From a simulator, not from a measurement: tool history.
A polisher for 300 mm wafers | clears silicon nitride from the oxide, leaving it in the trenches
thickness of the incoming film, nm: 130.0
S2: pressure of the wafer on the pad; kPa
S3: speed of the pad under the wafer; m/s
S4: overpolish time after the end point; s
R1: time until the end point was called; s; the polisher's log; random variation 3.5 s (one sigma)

Run 1, day 0.000: flow of slurry (ml/min) 200, S2 22.8 kPa, S3 0.88 m/s, S4 16 s. Result: R1 171.14 s.
Run 2, day 0.175: flow of slurry (ml/min) 200, S2 22.8 kPa, S3 0.88 m/s, S4 16 s. Result: R1 166.03 s.
Run 3, day 0.250: flow of slurry (ml/min) 200, S2 19.3 kPa, S3 0.88 m/s, S4 16 s. Result: R1 198.69 s.
Run 4, day 0.571: flow of slurry (ml/min) 185, S2 19.3 kPa, S3 0.88 m/s, S4 16 s. Result: R1 196.40 s.
Run 5, day 0.771: flow of slurry (ml/min) 185, S2 18.6 kPa, S3 0.88 m/s, S4 16 s. Result: R1 209.32 s.
Run 6, day 1.108: flow of slurry (ml/min) 225, S2 18.6 kPa, S3 0.88 m/s, S4 16 s. Result: R1 202.09 s.
Run 7, day 1.183: flow of slurry (ml/min) 225, S2 17.9 kPa, S3 0.88 m/s, S4 16 s. Result: R1 207.70 s.
Run 8, day 1.208: flow of slurry (ml/min) 220, S2 11.0 kPa, S3 0.86 m/s, S4 16 s. Result: R1 341.95 s.
Run 9, day 1.554: flow of slurry (ml/min) 225, S2 12.4 kPa, S3 0.86 m/s, S4 16 s. Result: R1 299.24 s.
Run 10, day 1.604: flow of slurry (ml/min) 230, S2 12.4 kPa, S3 0.86 m/s, S4 16 s. Result: R1 297.54 s.

The next listed run, before its measurement:
Run 11, day 1.825: flow of slurry (ml/min) 235, S2 12.4 kPa, S3 0.86 m/s, S4 16 s. Result: R1 ?.

Run 11 gave R1 302.14 s.

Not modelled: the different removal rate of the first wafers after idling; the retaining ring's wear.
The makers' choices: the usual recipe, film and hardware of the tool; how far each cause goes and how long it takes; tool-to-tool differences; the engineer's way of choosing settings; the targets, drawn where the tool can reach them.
